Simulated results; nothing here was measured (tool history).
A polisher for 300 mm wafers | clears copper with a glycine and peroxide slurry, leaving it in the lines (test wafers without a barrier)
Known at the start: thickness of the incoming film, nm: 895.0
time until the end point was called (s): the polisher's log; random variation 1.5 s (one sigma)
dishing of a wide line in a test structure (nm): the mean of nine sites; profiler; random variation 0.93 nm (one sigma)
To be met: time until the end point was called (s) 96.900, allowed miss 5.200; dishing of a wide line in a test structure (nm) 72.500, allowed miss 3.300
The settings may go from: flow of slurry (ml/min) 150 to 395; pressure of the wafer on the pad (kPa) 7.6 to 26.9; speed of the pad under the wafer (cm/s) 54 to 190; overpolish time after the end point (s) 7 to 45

| run | hour | flow of slurry (ml/min) | pressure of the wafer on the pad (kPa) | speed of the pad under the wafer (cm/s) | overpolish time after the end point (s) | time until the end point was called (s) | dishing of a wide line in a test structure (nm) |
|---|---|---|---|---|---|---|---|
| 1 | 0.0 | 250 | 17.2 | 122 | 23 | 118.000 | 69.510 |
| 2 | 2.7 | 250 | 17.2 | 122 | 29 | 121.230 | 76.848 |
| 3 | 5.7 | 250 | 17.2 | 122 | 37 | 122.450 | 82.577 |
| 4 | 8.3 | 250 | 17.9 | 124 | 32 | 113.910 | 79.210 |
| 5 | 13.1 | 250 | 18.6 | 124 | 29 | 114.340 | 76.816 |
| 6 | 20.0 | 215 | 18.6 | 124 | 29 | 111.790 | 78.150 |
| 7 | 28.6 | 215 | 19.3 | 126 | 26 | 109.310 | 76.193 |
| 8 | 35.1 | 215 | 20.0 | 128 | 24 | 105.560 | 74.712 |

5 next moves are on the table. One of them brings every result within its allowed miss. Which?
| A | 41.6 | 215 | 22.8 | 150 | 22 | ? | ? |
| B | 41.6 | 215 | 20.0 | 118 | 34 | ? | ? |
| C | 41.6 | 210 | 20.7 | 138 | 28 | ? | ? |
| D | 41.6 | 200 | 21.4 | 132 | 21 | ? | ? |
| E | 41.6 | 220 | 22.1 | 130 | 26 | ? | ? |

| move | time until the end point was called (s) | dishing of a wide line in a test structure (nm) |
|---|---|---|
| A | 82.073 | 78.577 |
| B | 112.710 | 82.444 |
| C | 95.964 | 80.682 |
| D | 97.509 | 73.221 |
| E | 95.389 | 79.701 |
A: takes the result that was furthest off past its target
B: further off than the last run
C: brings the result that was furthest off to its target, and leaves another outside
D: meets every target
E: brings the result that was furthest off to its target, and leaves another outside
Move D is the one to make.
